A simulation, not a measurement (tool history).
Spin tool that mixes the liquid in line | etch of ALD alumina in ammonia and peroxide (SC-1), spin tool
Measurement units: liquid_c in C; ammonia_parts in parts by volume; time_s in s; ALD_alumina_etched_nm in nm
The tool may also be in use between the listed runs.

run 1 hour=0 | liquid_c=48 ammonia_parts=0.85 time_s=245 | ALD_alumina_etched_nm=10.566
run 2 hour=7.4 | liquid_c=48 ammonia_parts=0.85 time_s=265 | ALD_alumina_etched_nm=11.479
run 3 hour=14.1 | liquid_c=50.5 ammonia_parts=0.85 time_s=265 | ALD_alumina_etched_nm=13.077
run 4 hour=18.8 | liquid_c=50.5 ammonia_parts=0.85 time_s=265 | ALD_alumina_etched_nm=12.984
run 5 hour=26.2 | liquid_c=50.5 ammonia_parts=0.85 time_s=245 | ALD_alumina_etched_nm=12.109
run 6 hour=32.5 | liquid_c=52.5 ammonia_parts=0.85 time_s=245 | ALD_alumina_etched_nm=13.395

Expected results for the next run?
run 7 hour=36.4 | liquid_c=52.5 ammonia_parts=0.85 time_s=245 | ALD_alumina_etched_nm=?

{"run 7": {"ALD_alumina_etched_nm": 13.409}}
